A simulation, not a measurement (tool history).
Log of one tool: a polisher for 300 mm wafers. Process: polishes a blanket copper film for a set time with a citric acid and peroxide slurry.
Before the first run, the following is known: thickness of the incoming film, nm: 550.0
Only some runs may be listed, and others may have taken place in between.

run  hour  flow of slurry (ml/min)  pressure of the wafer on the pad (psi)  speed of the pad under the wafer (cm/s)  abrasive content of the slurry  polishing time (s)  film removed (angstrom)
  1   0.0                      150                                     3.5                                      120                            1.00                  87                   2774.1
  2   5.2                      115                                     3.5                                      120                            1.00                  87                   2668.3
  3   9.8                      115                                     3.5                                      120                            1.00                  91                   2729.6
  4  18.1                      115                                     3.5                                      120                            1.10                  91                   2798.7
  5  21.7                      115                                     3.1                                      120                            1.10                  91                   2526.2
  6  23.8                      115                                     3.1                                      120                            1.10                  87                   2364.8
  7  31.2                      115                                     2.9                                      116                            1.10                  87                   2196.5
  8  32.5                      115                                     2.9                                      116                            1.10                  87                   2223.8
  9  33.1                      105                                     1.9                                       82                            1.05                  87                   1074.0
 10  41.0                      140                                     2.1                                       82                            1.05                  87                   1245.3

For run 11, what comes out?
 11  49.7                      130                                     2.1                                       82                            1.05                  87                        ?

{"run 11": {"film removed (angstrom)": 1227.1}}
